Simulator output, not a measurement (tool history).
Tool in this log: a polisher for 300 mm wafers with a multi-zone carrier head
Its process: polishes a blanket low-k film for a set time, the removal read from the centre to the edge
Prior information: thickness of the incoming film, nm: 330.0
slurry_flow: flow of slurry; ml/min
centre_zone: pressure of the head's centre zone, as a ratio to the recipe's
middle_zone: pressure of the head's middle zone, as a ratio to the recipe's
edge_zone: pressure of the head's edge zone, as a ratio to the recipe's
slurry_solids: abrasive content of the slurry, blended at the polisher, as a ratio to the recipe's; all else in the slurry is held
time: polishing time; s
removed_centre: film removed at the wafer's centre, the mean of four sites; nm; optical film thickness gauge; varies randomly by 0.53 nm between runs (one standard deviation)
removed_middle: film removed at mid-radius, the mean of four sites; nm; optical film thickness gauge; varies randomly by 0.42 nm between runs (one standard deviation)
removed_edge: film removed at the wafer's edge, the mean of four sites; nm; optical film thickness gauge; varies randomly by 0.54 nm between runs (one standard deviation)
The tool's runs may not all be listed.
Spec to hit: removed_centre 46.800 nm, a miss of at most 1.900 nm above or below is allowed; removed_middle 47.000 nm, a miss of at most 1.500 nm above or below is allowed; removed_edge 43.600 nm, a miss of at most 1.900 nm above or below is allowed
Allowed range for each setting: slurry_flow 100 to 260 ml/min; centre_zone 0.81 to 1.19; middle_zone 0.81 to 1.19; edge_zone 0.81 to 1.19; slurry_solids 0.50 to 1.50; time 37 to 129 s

run 1 hour=0.0 | slurry_flow=165 centre_zone=1.00 middle_zone=1.00 edge_zone=1.00 slurry_solids=1.00 time=83 | removed_centre=32.916 removed_middle=32.303 removed_edge=33.354
run 2 hour=2.3 | slurry_flow=180 centre_zone=1.03 middle_zone=1.04 edge_zone=1.02 slurry_solids=1.10 time=83 | removed_centre=37.126 removed_middle=36.400 removed_edge=36.226
run 3 hour=10.0 | slurry_flow=180 centre_zone=0.99 middle_zone=1.04 edge_zone=1.02 slurry_solids=1.10 time=83 | removed_centre=34.909 removed_middle=36.280 removed_edge=36.203
run 4 hour=12.3 | slurry_flow=180 centre_zone=0.91 middle_zone=1.04 edge_zone=1.02 slurry_solids=1.10 time=83 | removed_centre=32.581 removed_middle=35.876 removed_edge=35.844
-- hour=18.0 slurry nozzle cleaned
run 5 hour=18.0 | slurry_flow=195 centre_zone=0.97 middle_zone=1.07 edge_zone=1.05 slurry_solids=1.15 time=83 | removed_centre=38.667 removed_middle=41.163 removed_edge=39.306
run 6 hour=21.1 | slurry_flow=195 centre_zone=0.89 middle_zone=1.07 edge_zone=1.05 slurry_solids=1.15 time=83 | removed_centre=34.993 removed_middle=41.466 removed_edge=38.884
run 7 hour=27.4 | slurry_flow=210 centre_zone=0.93 middle_zone=1.07 edge_zone=1.06 slurry_solids=1.15 time=83 | removed_centre=38.308 removed_middle=41.786 removed_edge=39.675
run 8 hour=33.0 | slurry_flow=220 centre_zone=0.95 middle_zone=1.08 edge_zone=1.08 slurry_solids=1.15 time=83 | removed_centre=38.010 removed_middle=42.821 removed_edge=39.765
run 9 hour=34.3 | slurry_flow=220 centre_zone=0.99 middle_zone=1.09 edge_zone=1.09 slurry_solids=1.20 time=83 | removed_centre=41.254 removed_middle=43.104 removed_edge=41.681
run 10 hour=39.6 | slurry_flow=230 centre_zone=1.01 middle_zone=1.10 edge_zone=1.09 slurry_solids=1.20 time=83 | removed_centre=41.931 removed_middle=44.487 removed_edge=42.209

Which single option among these 4 for the next run brings every result within its allowed miss of target? Just one does.
run A hour=44.9 | slurry_flow=255 centre_zone=1.17 middle_zone=1.17 edge_zone=0.99 slurry_solids=1.25 time=82 | removed_centre=? removed_middle=? removed_edge=?
run B hour=44.9 | slurry_flow=180 centre_zone=0.84 middle_zone=1.05 edge_zone=1.18 slurry_solids=1.30 time=82 | removed_centre=? removed_middle=? removed_edge=?
run C hour=44.9 | slurry_flow=210 centre_zone=1.01 middle_zone=1.01 edge_zone=1.07 slurry_solids=1.20 time=81 | removed_centre=? removed_middle=? removed_edge=?
run D hour=44.9 | slurry_flow=250 centre_zone=1.07 middle_zone=1.15 edge_zone=1.12 slurry_solids=1.45 time=77 | removed_centre=? removed_middle=? removed_edge=?

move=A removed_centre=50.260 removed_middle=47.448 removed_edge=39.914
move=B removed_centre=34.772 removed_middle=42.255 removed_edge=42.977
move=C removed_centre=40.728 removed_middle=39.687 removed_edge=39.438
move=D removed_centre=46.139 removed_middle=47.012 removed_edge=42.668
A: the result that was furthest off in the last run now lies on the other side of its target
B: moves away from the targets compared with the last run
C: moves away from the targets compared with the last run
D: each result inside its tolerance
Move D is the one to make.

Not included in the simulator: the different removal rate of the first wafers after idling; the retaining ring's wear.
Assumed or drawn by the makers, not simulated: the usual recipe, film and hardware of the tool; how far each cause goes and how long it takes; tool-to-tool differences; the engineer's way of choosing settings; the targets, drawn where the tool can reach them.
